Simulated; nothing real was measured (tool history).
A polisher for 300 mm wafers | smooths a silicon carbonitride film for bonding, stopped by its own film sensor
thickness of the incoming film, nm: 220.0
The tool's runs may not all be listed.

run  hour  flow of slurry (ml/min)  pressure of the wafer on the pad (kPa)  speed of the pad under the wafer (cm/s)  abrasive content of the slurry  target thickness at which the film sensor stops the polish (nm)  time until the film sensor stopped the polish (s)
  1   0.0                      170                                     9.0                                       94                             1.0                                                              212                                             61.802
  2   3.4                      170                                     9.0                                       94                             1.2                                                              212                                             58.664
  3   7.5                      170                                     8.3                                       94                             1.2                                                              212                                             65.055
  4   8.1                      170                                     7.6                                       94                             1.2                                                              212                                             69.923
  5  15.1                      170                                     6.9                                       94                             1.2                                                              212                                             77.693
  6  24.0                      190                                     6.9                                       94                             1.2                                                              212                                             75.100
  7  28.0                      185                                     6.9                                       94                             1.2                                                              212                                             75.793
  8  37.0                      180                                     6.9                                       94                             1.2                                                              212                                             76.042
  9  42.2                      175                                     6.9                                       94                             1.2                                                              212                                             76.705
 10  49.5                      175                                     6.9                                       94                             1.2                                                              212                                             77.772
 11  54.2                      170                                     6.9                                       94                             1.2                                                              212                                             77.207
 12  56.3                      165                                     4.8                                       94                             1.2                                                              212                                            109.450
 13  63.7                      170                                     4.8                                       94                             1.2                                                              212                                            108.330
 14  68.0                      175                                     4.8                                       94                             1.2                                                              212                                            107.310
 15  73.8                      180                                     4.8                                       94                             1.2                                                              212                                            106.580
 16  80.5                      185                                     4.8                                       94                             1.2                                                              212                                            106.740

The next listed run, before its measurement:
 17  87.1                      190                                     4.8                                       94                             1.2                                                              212                                                  ?

{"run 17": {"time until the film sensor stopped the polish (s)": 106.38}}
